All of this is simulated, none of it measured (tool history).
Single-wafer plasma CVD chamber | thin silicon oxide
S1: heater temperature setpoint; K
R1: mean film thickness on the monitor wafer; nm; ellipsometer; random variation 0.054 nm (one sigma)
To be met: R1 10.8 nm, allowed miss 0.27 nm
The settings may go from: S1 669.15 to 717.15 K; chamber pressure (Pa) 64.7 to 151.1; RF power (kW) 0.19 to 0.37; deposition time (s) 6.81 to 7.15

Run 1, day 0: S1 693.15 K, chamber pressure (Pa) 107.9, RF power (kW) 0.28, deposition time (s) 7.15. Result: R1 14.285 nm.
Run 2, day 0.275: S1 693.15 K, chamber pressure (Pa) 101.3, RF power (kW) 0.28, deposition time (s) 7.15. Result: R1 13.391 nm.
Run 3, day 0.4: S1 693.15 K, chamber pressure (Pa) 96.7, RF power (kW) 0.28, deposition time (s) 7.15. Result: R1 12.789 nm.
Run 4, day 0.688: S1 693.15 K, chamber pressure (Pa) 96.7, RF power (kW) 0.3, deposition time (s) 7.15. Result: R1 13.349 nm.
Run 5, day 0.871: S1 683.15 K, chamber pressure (Pa) 96.7, RF power (kW) 0.3, deposition time (s) 7.15. Result: R1 13.349 nm.
Run 6, day 1.221: S1 683.15 K, chamber pressure (Pa) 92, RF power (kW) 0.3, deposition time (s) 7.15. Result: R1 12.811 nm.
Run 7, day 1.471: S1 683.15 K, chamber pressure (Pa) 88.1, RF power (kW) 0.3, deposition time (s) 7.15. Result: R1 12.133 nm.
Run 8, day 1.746: S1 683.15 K, chamber pressure (Pa) 85.9, RF power (kW) 0.3, deposition time (s) 7.15. Result: R1 11.748 nm.
Run 9, day 1.792: S1 683.15 K, chamber pressure (Pa) 84.4, RF power (kW) 0.3, deposition time (s) 7.15. Result: R1 11.617 nm.

5 next moves are on the table. One of them brings every result within its allowed miss. Which?
Run A, day 1.838: S1 697.15 K, chamber pressure (Pa) 97.5, RF power (kW) 0.28, deposition time (s) 7.15. Result: R1 ?.
Run B, day 1.838: S1 681.15 K, chamber pressure (Pa) 83.7, RF power (kW) 0.285, deposition time (s) 6.97. Result: R1 ?.
Run C, day 1.838: S1 684.15 K, chamber pressure (Pa) 86.8, RF power (kW) 0.3, deposition time (s) 6.88. Result: R1 ?.
Run D, day 1.838: S1 681.15 K, chamber pressure (Pa) 85.9, RF power (kW) 0.28, deposition time (s) 7.15. Result: R1 ?.
Run E, day 1.838: S1 691.15 K, chamber pressure (Pa) 82.7, RF power (kW) 0.325, deposition time (s) 7.12. Result: R1 ?.

move      R1
   A   13.01
   B  10.959
   C  11.574
   D  11.447
   E  11.763
A: further off than the last run
B: meets every target
C: nearer than the last run, and not there yet
D: nearer than the last run, and not there yet
E: further off than the last run
The right move is B.
